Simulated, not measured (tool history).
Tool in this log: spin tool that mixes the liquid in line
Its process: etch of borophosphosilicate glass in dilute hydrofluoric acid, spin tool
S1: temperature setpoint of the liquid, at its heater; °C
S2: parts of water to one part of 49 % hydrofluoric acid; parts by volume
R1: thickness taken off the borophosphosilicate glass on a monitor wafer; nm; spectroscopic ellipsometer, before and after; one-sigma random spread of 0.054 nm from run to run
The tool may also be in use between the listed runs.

run 1 hour=0.0 | S1=25.0 S2=285 time_under_the_liquid_(s)=75 | R1=10.0140
run 2 hour=4.7 | S1=25.0 S2=285 time_under_the_liquid_(s)=75 | R1=9.9788
run 3 hour=13.5 | S1=23.0 S2=295 time_under_the_liquid_(s)=75 | R1=8.9815
run 4 hour=16.1 | S1=21.5 S2=305 time_under_the_liquid_(s)=75 | R1=8.1904
run 5 hour=17.8 | S1=21.5 S2=305 time_under_the_liquid_(s)=75 | R1=8.2770
run 6 hour=19.2 | S1=20.5 S2=315 time_under_the_liquid_(s)=75 | R1=7.6452

Forecast run 7:
run 7 hour=20.0 | S1=20.5 S2=315 time_under_the_liquid_(s)=75 | R1=?

R1: 7.6161 nm
